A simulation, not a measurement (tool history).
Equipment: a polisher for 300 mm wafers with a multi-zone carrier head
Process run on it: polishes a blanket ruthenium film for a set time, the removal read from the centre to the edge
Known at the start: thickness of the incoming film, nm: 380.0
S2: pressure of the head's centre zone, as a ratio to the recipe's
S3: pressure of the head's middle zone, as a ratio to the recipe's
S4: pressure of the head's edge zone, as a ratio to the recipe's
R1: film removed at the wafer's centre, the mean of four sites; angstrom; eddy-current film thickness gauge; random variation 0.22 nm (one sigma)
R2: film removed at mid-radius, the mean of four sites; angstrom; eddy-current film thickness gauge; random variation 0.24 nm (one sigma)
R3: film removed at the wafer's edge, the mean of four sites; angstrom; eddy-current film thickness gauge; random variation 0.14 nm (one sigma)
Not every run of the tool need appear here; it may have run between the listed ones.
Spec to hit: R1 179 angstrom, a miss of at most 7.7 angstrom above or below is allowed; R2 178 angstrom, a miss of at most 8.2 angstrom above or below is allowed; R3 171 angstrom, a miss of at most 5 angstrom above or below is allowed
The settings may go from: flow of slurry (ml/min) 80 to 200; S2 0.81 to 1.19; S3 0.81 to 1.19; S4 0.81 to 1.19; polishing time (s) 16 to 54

Run 1, hour 0: flow of slurry (ml/min) 130, S2 1, S3 1, S4 1, polishing time (s) 35. Result: R1 272.4 angstrom, R2 278.95 angstrom, R3 271.94 angstrom.
Run 2, hour 2.3: flow of slurry (ml/min) 125, S2 1, S3 0.99, S4 0.97, polishing time (s) 32. Result: R1 246.56 angstrom, R2 247.91 angstrom, R3 243.49 angstrom.
Run 3, hour 8.4: flow of slurry (ml/min) 125, S2 0.93, S3 0.99, S4 0.97, polishing time (s) 32. Result: R1 231.73 angstrom, R2 243.54 angstrom, R3 238.38 angstrom.
Run 4, hour 9.6: flow of slurry (ml/min) 125, S2 0.93, S3 0.98, S4 0.94, polishing time (s) 30. Result: R1 215.05 angstrom, R2 226.58 angstrom, R3 225.07 angstrom.
Run 5, hour 15.6: flow of slurry (ml/min) 125, S2 0.93, S3 0.94, S4 0.94, polishing time (s) 30. Result: R1 220.15 angstrom, R2 223.03 angstrom, R3 224.42 angstrom.
Run 6, hour 23.9: flow of slurry (ml/min) 125, S2 0.94, S3 0.95, S4 0.91, polishing time (s) 28. Result: R1 198.89 angstrom, R2 206.34 angstrom, R3 203.95 angstrom.
Run 7, hour 28.7: flow of slurry (ml/min) 120, S2 0.96, S3 0.95, S4 0.89, polishing time (s) 27. Result: R1 200.78 angstrom, R2 205.45 angstrom, R3 195.98 angstrom.
Run 8, hour 34.4: flow of slurry (ml/min) 115, S2 0.95, S3 0.93, S4 0.87, polishing time (s) 27. Result: R1 198.41 angstrom, R2 193.16 angstrom, R3 195.57 angstrom.
Run 9, hour 37: flow of slurry (ml/min) 115, S2 0.95, S3 0.94, S4 0.86, polishing time (s) 26. Result: R1 187.55 angstrom, R2 186.12 angstrom, R3 185 angstrom.
Run 10, hour 45: flow of slurry (ml/min) 110, S2 0.96, S3 0.95, S4 0.85, polishing time (s) 26. Result: R1 182.79 angstrom, R2 189.14 angstrom, R3 181.56 angstrom.
Run 11, hour 49.4: flow of slurry (ml/min) 105, S2 0.97, S3 0.95, S4 0.84, polishing time (s) 26. Result: R1 189.25 angstrom, R2 184.03 angstrom, R3 183.61 angstrom.
Run 12, hour 52.3: flow of slurry (ml/min) 105, S2 0.97, S3 0.96, S4 0.83, polishing time (s) 26. Result: R1 184.3 angstrom, R2 185.8 angstrom, R3 177.74 angstrom.
Run 13, hour 53: flow of slurry (ml/min) 100, S2 0.97, S3 0.96, S4 0.83, polishing time (s) 26. Result: R1 180.91 angstrom, R2 182.49 angstrom, R3 177.92 angstrom.
Run 14, hour 56.2: flow of slurry (ml/min) 100, S2 0.98, S3 0.96, S4 0.83, polishing time (s) 26. Result: R1 183.28 angstrom, R2 184.17 angstrom, R3 177.66 angstrom.

Which of these 4 next moves meets every target?
Run A, hour 59.4: flow of slurry (ml/min) 80, S2 0.9, S3 0.92, S4 0.89, polishing time (s) 27. Result: R1 ?, R2 ?, R3 ?.
Run B, hour 59.4: flow of slurry (ml/min) 100, S2 1.05, S3 1.02, S4 0.94, polishing time (s) 24. Result: R1 ?, R2 ?, R3 ?.
Run C, hour 59.4: flow of slurry (ml/min) 110, S2 0.96, S3 1.04, S4 0.86, polishing time (s) 27. Result: R1 ?, R2 ?, R3 ?.
Run D, hour 59.4: flow of slurry (ml/min) 85, S2 1.01, S3 1.06, S4 0.81, polishing time (s) 26. Result: R1 ?, R2 ?, R3 ?.

move      R1      R2      R3
   A  164.99  172.56  181.37
   B  182.17  178.69  172.61
   C  194.47   209.6  189.57
   D  180.43  190.82  169.29
A: the biggest miss grows against the last run
B: each result inside its tolerance
C: the biggest miss grows against the last run
D: gets the furthest-off result to its target, but another result is out of tolerance
The move that meets every target is B.
